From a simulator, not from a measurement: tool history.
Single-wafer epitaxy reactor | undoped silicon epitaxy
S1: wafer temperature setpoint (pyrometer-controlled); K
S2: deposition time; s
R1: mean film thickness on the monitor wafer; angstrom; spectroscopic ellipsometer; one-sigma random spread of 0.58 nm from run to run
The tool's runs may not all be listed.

run	hour	S1	S2	R1
1	0	933.15	324	592.18
2	1.5	941.15	329	728.11
3	5.7	946.15	330	814.64
4	9.2	946.15	308	764.9
5	15	946.15	342	855.33
6	16.4	948.15	342	893.54
7	18.2	950.15	342	932.49
8	22.1	951.15	342	960.16

Run 9 is up next; what results do you expect?
9	29.5	955.15	342	?

{"run 9": {"R1": 1061}}
